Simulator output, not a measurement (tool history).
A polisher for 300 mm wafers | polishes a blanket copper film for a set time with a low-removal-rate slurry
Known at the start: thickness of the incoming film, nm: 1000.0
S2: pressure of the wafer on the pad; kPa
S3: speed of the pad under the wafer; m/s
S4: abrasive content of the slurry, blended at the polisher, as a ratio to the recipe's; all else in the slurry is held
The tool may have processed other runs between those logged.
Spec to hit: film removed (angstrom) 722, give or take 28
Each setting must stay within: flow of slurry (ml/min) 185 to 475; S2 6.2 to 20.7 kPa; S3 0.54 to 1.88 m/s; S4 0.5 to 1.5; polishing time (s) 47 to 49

Run 1, hour 0: flow of slurry (ml/min) 305, S2 13.1 kPa, S3 1.2 m/s, S4 1, polishing time (s) 47. Result: film removed (angstrom) 968.37.
Run 2, hour 5.8: flow of slurry (ml/min) 250, S2 13.1 kPa, S3 1.2 m/s, S4 1, polishing time (s) 47. Result: film removed (angstrom) 918.71.
Run 3, hour 9.4: flow of slurry (ml/min) 250, S2 13.1 kPa, S3 1.2 m/s, S4 1.15, polishing time (s) 47. Result: film removed (angstrom) 980.18.
Run 4, hour 18.1: flow of slurry (ml/min) 210, S2 13.1 kPa, S3 1.2 m/s, S4 1.15, polishing time (s) 47. Result: film removed (angstrom) 940.11.
Run 5, hour 23.1: flow of slurry (ml/min) 250, S2 13.1 kPa, S3 1.2 m/s, S4 1.15, polishing time (s) 47. Result: film removed (angstrom) 947.84.
Run 6, hour 24.2: flow of slurry (ml/min) 185, S2 13.1 kPa, S3 1.2 m/s, S4 1.15, polishing time (s) 47. Result: film removed (angstrom) 917.62.
Run 7, hour 33: flow of slurry (ml/min) 185, S2 12.4 kPa, S3 1.2 m/s, S4 1.15, polishing time (s) 47. Result: film removed (angstrom) 874.88.
Run 8, hour 41.2: flow of slurry (ml/min) 185, S2 11.7 kPa, S3 1.2 m/s, S4 1.15, polishing time (s) 47. Result: film removed (angstrom) 833.95.

Exercise: of the 5 proposed moves below, exactly one satisfies all targets within the stated allowed misses. Which move is it?
Run A, hour 49.4: flow of slurry (ml/min) 215, S2 11 kPa, S3 1.16 m/s, S4 1.2, polishing time (s) 48. Result: film removed (angstrom) ?.
Run B, hour 49.4: flow of slurry (ml/min) 225, S2 12.4 kPa, S3 1.02 m/s, S4 0.9, polishing time (s) 47. Result: film removed (angstrom) ?.
Run C, hour 49.4: flow of slurry (ml/min) 185, S2 10.3 kPa, S3 1.04 m/s, S4 1.15, polishing time (s) 47. Result: film removed (angstrom) ?.
Run D, hour 49.4: flow of slurry (ml/min) 195, S2 11.7 kPa, S3 1.3 m/s, S4 1.15, polishing time (s) 49. Result: film removed (angstrom) ?.
Run E, hour 49.4: flow of slurry (ml/min) 255, S2 13.8 kPa, S3 0.96 m/s, S4 1.1, polishing time (s) 47. Result: film removed (angstrom) ?.

move  film removed (angstrom)
   A                   785.78
   B                   723.22
   C                   634.08
   D                   930.17
   E                   796.98
A: gains on the last run, yet a result remains outside its allowed miss
B: each result inside its tolerance
C: pushes the last run's worst result past its target
D: the biggest miss grows against the last run
E: gains on the last run, yet a result remains outside its allowed miss
Go with B: it meets all targets.
